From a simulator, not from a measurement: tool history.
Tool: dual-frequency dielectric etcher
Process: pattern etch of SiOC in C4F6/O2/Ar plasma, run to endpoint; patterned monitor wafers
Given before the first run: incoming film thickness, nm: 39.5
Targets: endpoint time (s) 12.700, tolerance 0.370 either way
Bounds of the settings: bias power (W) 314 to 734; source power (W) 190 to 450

run 1 hour=0.0 | bias_power_(W)=524 source_power_(W)=320 | endpoint_time_(s)=14.632
run 2 hour=1.8 | bias_power_(W)=590 source_power_(W)=320 | endpoint_time_(s)=13.817
run 3 hour=2.8 | bias_power_(W)=550 source_power_(W)=320 | endpoint_time_(s)=14.324
run 4 hour=11.7 | bias_power_(W)=575 source_power_(W)=330 | endpoint_time_(s)=13.653
run 5 hour=17.8 | bias_power_(W)=589 source_power_(W)=330 | endpoint_time_(s)=13.415
run 6 hour=19.1 | bias_power_(W)=589 source_power_(W)=280 | endpoint_time_(s)=14.254
run 7 hour=23.3 | bias_power_(W)=611 source_power_(W)=280 | endpoint_time_(s)=14.186
run 8 hour=30.5 | bias_power_(W)=633 source_power_(W)=280 | endpoint_time_(s)=14.006
run 9 hour=32.2 | bias_power_(W)=651 source_power_(W)=290 | endpoint_time_(s)=13.362
run 10 hour=33.6 | bias_power_(W)=660 source_power_(W)=290 | endpoint_time_(s)=13.168

Below are 4 possible settings for the next run. Only one of them brings all results inside the allowed miss of their targets. Which is it?
run A hour=35.0 | bias_power_(W)=734 source_power_(W)=270 | endpoint_time_(s)=?
run B hour=35.0 | bias_power_(W)=650 source_power_(W)=270 | endpoint_time_(s)=?
run C hour=35.0 | bias_power_(W)=734 source_power_(W)=340 | endpoint_time_(s)=?
run D hour=35.0 | bias_power_(W)=730 source_power_(W)=340 | endpoint_time_(s)=?

move=A endpoint_time_(s)=12.743
move=B endpoint_time_(s)=13.615
move=C endpoint_time_(s)=11.841
move=D endpoint_time_(s)=11.875
A: all results land within tolerance of their targets
B: its largest miss is bigger than the last run's
C: the result that was furthest off in the last run now lies on the other side of its target
D: the result that was furthest off in the last run now lies on the other side of its target
A is the move that brings every result within its allowed miss.
